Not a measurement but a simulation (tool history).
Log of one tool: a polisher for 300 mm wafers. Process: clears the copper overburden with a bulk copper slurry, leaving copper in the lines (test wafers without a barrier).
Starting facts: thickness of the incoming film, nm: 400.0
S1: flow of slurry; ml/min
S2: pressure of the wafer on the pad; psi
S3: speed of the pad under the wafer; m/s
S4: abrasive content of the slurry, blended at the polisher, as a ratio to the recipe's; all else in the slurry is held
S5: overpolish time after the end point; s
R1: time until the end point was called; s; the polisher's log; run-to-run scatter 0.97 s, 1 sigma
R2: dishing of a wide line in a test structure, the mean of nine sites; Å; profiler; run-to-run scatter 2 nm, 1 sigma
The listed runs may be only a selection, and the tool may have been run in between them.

{"run": 1, "hour": 0.0, "S1": 135, "S2": 1.7, "S3": 0.98, "S4": 1.0, "S5": 25, "R1": 83.62, "R2": 616.43}
{"run": 2, "hour": 7.0, "S1": 135, "S2": 1.7, "S3": 0.98, "S4": 1.0, "S5": 15, "R1": 84.966, "R2": 427.84}
{"run": 3, "hour": 13.3, "S1": 135, "S2": 1.8, "S3": 0.98, "S4": 1.0, "S5": 17, "R1": 78.916, "R2": 501.47}
{"run": 4, "hour": 17.7, "S1": 135, "S2": 1.8, "S3": 1.18, "S4": 1.0, "S5": 17, "R1": 71.06, "R2": 551.43}
{"run": 5, "hour": 23.4, "S1": 135, "S2": 1.8, "S3": 1.18, "S4": 1.0, "S5": 18, "R1": 71.049, "R2": 568.88}
{"run": 6, "hour": 30.2, "S1": 135, "S2": 1.8, "S3": 1.18, "S4": 1.0, "S5": 19, "R1": 71.206, "R2": 590.12}
{"run": 7, "hour": 31.6, "S1": 135, "S2": 1.8, "S3": 1.18, "S4": 1.0, "S5": 20, "R1": 72.707, "R2": 615.74}
{"run": 8, "hour": 37.0, "S1": 135, "S2": 1.8, "S3": 1.18, "S4": 1.0, "S5": 21, "R1": 71.074, "R2": 615.28}
{"run": 9, "hour": 41.7, "S1": 135, "S2": 2.2, "S3": 1.16, "S4": 1.0, "S5": 33, "R1": 59.502, "R2": 841.94}

Run 10 comes next. What will it give?
{"run": 10, "hour": 42.4, "S1": 135, "S2": 2.2, "S3": 1.16, "S4": 1.0, "S5": 33, "R1": "?", "R2": "?"}

R1: 60.420 s
R2: 866.91 Å
